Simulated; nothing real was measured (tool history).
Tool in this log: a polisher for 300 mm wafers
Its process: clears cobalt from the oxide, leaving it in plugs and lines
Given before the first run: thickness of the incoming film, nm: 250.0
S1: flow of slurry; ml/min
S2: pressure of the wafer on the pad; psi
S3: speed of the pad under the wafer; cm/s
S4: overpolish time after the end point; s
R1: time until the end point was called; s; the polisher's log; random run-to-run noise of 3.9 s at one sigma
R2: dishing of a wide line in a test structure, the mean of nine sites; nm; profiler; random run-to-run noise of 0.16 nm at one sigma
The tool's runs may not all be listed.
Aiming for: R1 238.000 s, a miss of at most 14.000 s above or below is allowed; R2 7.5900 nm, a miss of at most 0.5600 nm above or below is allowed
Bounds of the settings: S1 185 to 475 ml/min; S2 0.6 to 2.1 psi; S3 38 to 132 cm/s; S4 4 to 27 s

{"run": 1, "hour": 0.0, "S1": 305, "S2": 1.3, "S3": 84, "S4": 14, "R1": 93.837, "R2": 30.633}
{"run": 2, "hour": 8.7, "S1": 305, "S2": 1.2, "S3": 78, "S4": 13, "R1": 111.83, "R2": 24.386}
{"run": 3, "hour": 12.7, "S1": 305, "S2": 1.1, "S3": 74, "S4": 12, "R1": 127.76, "R2": 19.739}
{"run": 4, "hour": 17.5, "S1": 370, "S2": 1.1, "S3": 74, "S4": 12, "R1": 119.8, "R2": 20.26}
{"run": 5, "hour": 22.0, "S1": 370, "S2": 0.9, "S3": 74, "S4": 12, "R1": 151.19, "R2": 17.265}
{"run": 6, "hour": 23.1, "S1": 370, "S2": 1.2, "S3": 74, "S4": 12, "R1": 112.81, "R2": 22.272}
{"run": 7, "hour": 27.0, "S1": 370, "S2": 1.1, "S3": 70, "S4": 11, "R1": 131.44, "R2": 18.515}
{"run": 8, "hour": 35.3, "S1": 370, "S2": 1.0, "S3": 68, "S4": 10, "R1": 151.32, "R2": 14.763}
{"run": 9, "hour": 40.5, "S1": 365, "S2": 0.6, "S3": 56, "S4": 6, "R1": 288.57, "R2": 4.7718}

5 candidate next runs follow, results not yet known. Just one meets every target within its allowed miss. Identify it.
{"run": "A", "hour": 45.7, "S1": 280, "S2": 0.7, "S3": 60, "S4": 8, "R1": "?", "R2": "?"}
{"run": "B", "hour": 45.7, "S1": 390, "S2": 0.6, "S3": 60, "S4": 7, "R1": "?", "R2": "?"}
{"run": "C", "hour": 45.7, "S1": 420, "S2": 0.6, "S3": 58, "S4": 9, "R1": "?", "R2": "?"}
{"run": "D", "hour": 45.7, "S1": 420, "S2": 0.6, "S3": 40, "S4": 15, "R1": "?", "R2": "?"}
{"run": "E", "hour": 45.7, "S1": 325, "S2": 0.7, "S3": 52, "S4": 9, "R1": "?", "R2": "?"}

move=A R1=228.960 R2=7.3899
move=B R1=257.020 R2=5.8075
move=C R1=264.120 R2=7.2170
move=D R1=375.730 R2=8.4190
move=E R1=258.690 R2=7.3624
A: all results land within tolerance of their targets
B: an improvement on the last run, though not all results are within tolerance
C: the worst result of the last run now meets its target, but another is out of spec
D: moves the result that the last run missed by most past its target, out the other side
E: the worst result of the last run now meets its target, but another is out of spec
The move that meets every target is A.

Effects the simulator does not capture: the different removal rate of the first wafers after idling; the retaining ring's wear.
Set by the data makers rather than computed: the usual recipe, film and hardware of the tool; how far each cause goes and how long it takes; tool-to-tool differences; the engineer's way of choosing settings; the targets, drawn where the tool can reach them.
